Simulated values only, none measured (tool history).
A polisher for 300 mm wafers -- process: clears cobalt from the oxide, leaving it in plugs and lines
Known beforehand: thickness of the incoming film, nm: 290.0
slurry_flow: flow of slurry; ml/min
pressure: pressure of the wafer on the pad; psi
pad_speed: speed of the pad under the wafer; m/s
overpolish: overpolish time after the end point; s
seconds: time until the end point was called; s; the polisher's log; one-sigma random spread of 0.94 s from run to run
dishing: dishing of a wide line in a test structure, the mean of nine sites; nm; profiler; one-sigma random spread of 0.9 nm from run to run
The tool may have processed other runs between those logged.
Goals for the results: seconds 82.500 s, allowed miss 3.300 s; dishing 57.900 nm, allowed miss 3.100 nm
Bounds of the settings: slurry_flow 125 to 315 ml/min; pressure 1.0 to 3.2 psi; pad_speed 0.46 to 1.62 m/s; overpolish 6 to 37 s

{"run": 1, "hour": 0.0, "slurry_flow": 205, "pressure": 2.1, "pad_speed": 1.04, "overpolish": 19, "seconds": 54.683, "dishing": 67.165}
{"run": 2, "hour": 5.9, "slurry_flow": 205, "pressure": 1.9, "pad_speed": 1.04, "overpolish": 20, "seconds": 60.864, "dishing": 65.397}
{"run": 3, "hour": 13.8, "slurry_flow": 205, "pressure": 1.5, "pad_speed": 1.04, "overpolish": 20, "seconds": 76.948, "dishing": 57.092}
{"run": 4, "hour": 14.6, "slurry_flow": 230, "pressure": 1.5, "pad_speed": 1.04, "overpolish": 20, "seconds": 74.611, "dishing": 58.78}
{"run": 5, "hour": 16.0, "slurry_flow": 225, "pressure": 1.5, "pad_speed": 1.04, "overpolish": 20, "seconds": 74.465, "dishing": 58.42}
{"run": 6, "hour": 21.5, "slurry_flow": 225, "pressure": 1.8, "pad_speed": 1.04, "overpolish": 20, "seconds": 63.391, "dishing": 63.698}
{"run": 7, "hour": 25.1, "slurry_flow": 220, "pressure": 1.7, "pad_speed": 1.04, "overpolish": 20, "seconds": 66.289, "dishing": 61.161}
{"run": 8, "hour": 30.3, "slurry_flow": 205, "pressure": 1.6, "pad_speed": 1.04, "overpolish": 20, "seconds": 71.014, "dishing": 59.793}
{"run": 9, "hour": 36.5, "slurry_flow": 205, "pressure": 1.5, "pad_speed": 1.04, "overpolish": 20, "seconds": 74.821, "dishing": 56.205}
{"run": 10, "hour": 42.6, "slurry_flow": 200, "pressure": 1.3, "pad_speed": 1.02, "overpolish": 24, "seconds": 86.398, "dishing": 57.567}
{"run": 11, "hour": 44.3, "slurry_flow": 205, "pressure": 1.3, "pad_speed": 1.02, "overpolish": 23, "seconds": 87.987, "dishing": 57.251}
{"run": 12, "hour": 49.1, "slurry_flow": 210, "pressure": 1.3, "pad_speed": 1.02, "overpolish": 23, "seconds": 87.809, "dishing": 56.704}

5 candidate next runs follow, results not yet known. Just one meets every target within its allowed miss. Identify it.
{"run": "A", "hour": 53.9, "slurry_flow": 175, "pressure": 1.2, "pad_speed": 1.2, "overpolish": 23, "seconds": "?", "dishing": "?"}
{"run": "B", "hour": 53.9, "slurry_flow": 225, "pressure": 1.2, "pad_speed": 0.98, "overpolish": 25, "seconds": "?", "dishing": "?"}
{"run": "C", "hour": 53.9, "slurry_flow": 220, "pressure": 1.6, "pad_speed": 0.74, "overpolish": 27, "seconds": "?", "dishing": "?"}
{"run": "D", "hour": 53.9, "slurry_flow": 145, "pressure": 1.6, "pad_speed": 0.82, "overpolish": 22, "seconds": "?", "dishing": "?"}
{"run": "E", "hour": 53.9, "slurry_flow": 205, "pressure": 1.2, "pad_speed": 1.02, "overpolish": 26, "seconds": "?", "dishing": "?"}

move=A seconds=85.156 dishing=59.322
move=B seconds=101.030 dishing=56.248
move=C seconds=100.840 dishing=59.108
move=D seconds=95.561 dishing=53.619
move=E seconds=98.086 dishing=58.722
A: hits every target within its allowed miss
B: moves away from the targets compared with the last run
C: moves away from the targets compared with the last run
D: moves away from the targets compared with the last run
E: moves away from the targets compared with the last run
Correct choice: A, which meets every target
